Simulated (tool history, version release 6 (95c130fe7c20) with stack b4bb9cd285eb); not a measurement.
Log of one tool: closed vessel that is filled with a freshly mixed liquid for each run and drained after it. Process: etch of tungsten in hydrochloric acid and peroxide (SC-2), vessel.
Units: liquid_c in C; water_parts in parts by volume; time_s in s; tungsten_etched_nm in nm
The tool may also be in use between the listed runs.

run,day,liquid_c,water_parts,time_s,tungsten_etched_nm
1,0.000,46.0,5,30,4.0688
2,0.354,44.0,5,30,3.4924
3,0.704,42.5,5,30,3.1802
4,0.833,42.5,5,30,3.1528
5,0.938,47.5,5,30,4.4041
6,1.046,45.5,5,30,3.8861
7,1.112,43.5,5,30,3.3992

Predict the results of run 8:
8,1.429,42.0,5,30,?

Run 8 yielded tungsten_etched_nm 3.0441 nm.

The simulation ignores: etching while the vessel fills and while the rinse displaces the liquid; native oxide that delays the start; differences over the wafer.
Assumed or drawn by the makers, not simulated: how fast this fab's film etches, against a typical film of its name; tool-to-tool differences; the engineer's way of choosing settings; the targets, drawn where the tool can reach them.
